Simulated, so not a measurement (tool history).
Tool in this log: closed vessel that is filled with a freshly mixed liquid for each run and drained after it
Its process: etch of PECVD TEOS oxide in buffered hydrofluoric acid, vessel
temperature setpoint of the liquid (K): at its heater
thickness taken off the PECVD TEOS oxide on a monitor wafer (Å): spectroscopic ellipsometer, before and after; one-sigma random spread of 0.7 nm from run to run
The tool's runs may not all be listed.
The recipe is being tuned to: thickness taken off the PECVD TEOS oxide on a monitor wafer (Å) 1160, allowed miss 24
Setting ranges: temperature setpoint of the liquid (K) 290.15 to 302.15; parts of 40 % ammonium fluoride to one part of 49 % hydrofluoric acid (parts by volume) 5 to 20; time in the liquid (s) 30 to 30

run	hour	temperature setpoint of the liquid (K)	parts of 40 % ammonium fluoride to one part of 49 % hydrofluoric acid (parts by volume)	time in the liquid (s)	thickness taken off the PECVD TEOS oxide on a monitor wafer (Å)
1	0	294.15	12	30	710.94
2	7.4	294.15	12	30	693.51
3	9.1	296.15	11.5	30	814.05
4	11.7	296.15	8.5	30	1055.6
5	18.9	296.65	8.5	30	1103.5
6	27.3	296.65	5.5	30	1672.3
7	36.1	292.65	5.5	30	1335
8	44	292.15	5.5	30	1304.3

Next run, 4 choices. One meets every target within its allowed miss, the rest don't. Which?
A	51.9	293.65	6.5	30	?
B	51.9	292.65	7	30	?
C	51.9	290.15	5.5	30	?
D	51.9	293.65	5.5	30	?

move	thickness taken off the PECVD TEOS oxide on a monitor wafer (Å)
A	1222.2
B	1083.7
C	1157.9
D	1410.3
A: nearer than the last run, and not there yet
B: the result that was furthest off in the last run now lies on the other side of its target
C: all results in spec
D: misses by more than the last run did
C meets every target.

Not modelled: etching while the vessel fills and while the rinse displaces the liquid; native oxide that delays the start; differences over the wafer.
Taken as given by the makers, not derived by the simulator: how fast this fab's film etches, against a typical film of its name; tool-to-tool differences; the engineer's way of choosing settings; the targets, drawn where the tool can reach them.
